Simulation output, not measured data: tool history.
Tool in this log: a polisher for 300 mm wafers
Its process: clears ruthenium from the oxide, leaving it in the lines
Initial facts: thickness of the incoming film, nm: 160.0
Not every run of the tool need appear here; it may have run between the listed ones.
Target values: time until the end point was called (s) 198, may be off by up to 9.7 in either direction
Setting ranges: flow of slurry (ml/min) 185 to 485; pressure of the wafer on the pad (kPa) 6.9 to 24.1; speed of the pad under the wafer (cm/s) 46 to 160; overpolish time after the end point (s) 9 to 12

run	hour	flow of slurry (ml/min)	pressure of the wafer on the pad (kPa)	speed of the pad under the wafer (cm/s)	overpolish time after the end point (s)	time until the end point was called (s)
1	0	310	15.2	102	12	143.82
2	1.7	310	16.5	102	12	134.69
3	6.6	310	15.2	102	12	146.32
4	12.1	310	14.5	102	12	148.91
5	19.5	310	13.8	102	12	154.53
6	22.2	310	13.1	102	12	161.78
7	23.2	310	12.4	102	12	177.73
8	23.8	310	11.7	102	12	184.18

Which one of the following 4 next-run settings gets every result inside its allowed miss? There is exactly one.
A	24.4	460	11	106	9	?
B	24.4	365	11	122	12	?
C	24.4	305	10.3	104	12	?
D	24.4	265	13.8	104	12	?

move	time until the end point was called (s)
A	184.14
B	165.95
C	204.56
D	160.49
A: no better and no worse than the last run
B: misses by more than the last run did
C: meets every target
D: misses by more than the last run did
C meets every target.

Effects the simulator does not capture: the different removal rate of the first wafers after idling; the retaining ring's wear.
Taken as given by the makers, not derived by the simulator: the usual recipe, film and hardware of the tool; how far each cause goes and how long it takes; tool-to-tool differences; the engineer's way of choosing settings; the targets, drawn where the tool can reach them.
